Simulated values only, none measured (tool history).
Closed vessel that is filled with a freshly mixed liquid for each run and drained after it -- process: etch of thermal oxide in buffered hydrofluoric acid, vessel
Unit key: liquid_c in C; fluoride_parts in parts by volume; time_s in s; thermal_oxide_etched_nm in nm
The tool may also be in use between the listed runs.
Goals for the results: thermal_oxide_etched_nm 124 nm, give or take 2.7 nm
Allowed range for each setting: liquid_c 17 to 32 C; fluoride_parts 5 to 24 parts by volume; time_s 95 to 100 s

run,hour,liquid_c,fluoride_parts,time_s,thermal_oxide_etched_nm
1,0,24,14.5,95,83.637
2,4.6,25,14.5,95,87.322
3,6.8,22,14.5,95,74.806
4,9.6,23.5,14.5,95,81.062
5,10.2,25,14.5,95,88.65
# hour 15.5: thermometer replaced
6,15.5,25,14.5,100,81.415
7,16.8,26,14,100,89.37
8,17.7,27,13,100,100.58
9,26.4,28,12.5,100,110.75
10,29.8,28.5,12.5,100,113.32
11,38.3,29,12.5,100,116.21
12,42.5,29.5,12.5,100,118.95

Exercise: of the 4 proposed moves below, exactly one satisfies all targets within the stated allowed misses. Which move is it?
A,46.7,31,12.5,95,?
B,46.7,29,12.5,95,?
C,46.7,30.5,13,95,?
D,46.7,30.5,11.5,95,?

move,thermal_oxide_etched_nm
A,123.03
B,110.76
C,115.35
D,130.01
A: all results land within tolerance of their targets
B: the biggest miss grows against the last run
C: the biggest miss grows against the last run
D: pushes the last run's worst result past its target
A is the move that brings every result within its allowed miss.
